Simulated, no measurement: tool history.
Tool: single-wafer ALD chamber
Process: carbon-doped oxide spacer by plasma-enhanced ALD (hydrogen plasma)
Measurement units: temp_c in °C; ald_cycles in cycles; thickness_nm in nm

run,hour,temp_c,ald_cycles,thickness_nm
1,0,390,178,9.3217
2,0.5,390,174,9.0131
3,3.8,382,174,9.0087
4,9.5,382,171,8.9293
5,15.1,382,145,7.4939
6,19.7,390,145,7.5054
7,24.9,390,148,7.6729

What will run 8 give?
8,28.1,390,150,?

{"run 8": {"thickness_nm": 7.8034}}
